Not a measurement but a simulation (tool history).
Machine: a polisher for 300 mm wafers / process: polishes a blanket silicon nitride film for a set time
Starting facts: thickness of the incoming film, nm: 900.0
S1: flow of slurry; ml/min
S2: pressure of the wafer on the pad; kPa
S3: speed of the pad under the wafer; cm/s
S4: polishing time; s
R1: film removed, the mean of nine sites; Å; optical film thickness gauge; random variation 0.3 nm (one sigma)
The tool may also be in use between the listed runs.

{"run": 1, "hour": 0.0, "S1": 155, "S2": 20.0, "S3": 104, "S4": 31, "R1": 461.19}
{"run": 2, "hour": 3.3, "S1": 155, "S2": 21.4, "S3": 104, "S4": 31, "R1": 495.45}
{"run": 3, "hour": 4.7, "S1": 155, "S2": 21.4, "S3": 128, "S4": 31, "R1": 590.09}
{"run": 4, "hour": 12.2, "S1": 150, "S2": 20.0, "S3": 128, "S4": 31, "R1": 549.53}
{"run": 5, "hour": 19.0, "S1": 145, "S2": 18.6, "S3": 128, "S4": 31, "R1": 511.65}
{"run": 6, "hour": 22.5, "S1": 120, "S2": 18.6, "S3": 128, "S4": 31, "R1": 493.1}

Run 7, settings as shown, results not yet in. Your forecast:
{"run": 7, "hour": 27.0, "S1": 115, "S2": 17.9, "S3": 128, "S4": 31, "R1": "?"}

Run 7 measured R1 473.10 Å.

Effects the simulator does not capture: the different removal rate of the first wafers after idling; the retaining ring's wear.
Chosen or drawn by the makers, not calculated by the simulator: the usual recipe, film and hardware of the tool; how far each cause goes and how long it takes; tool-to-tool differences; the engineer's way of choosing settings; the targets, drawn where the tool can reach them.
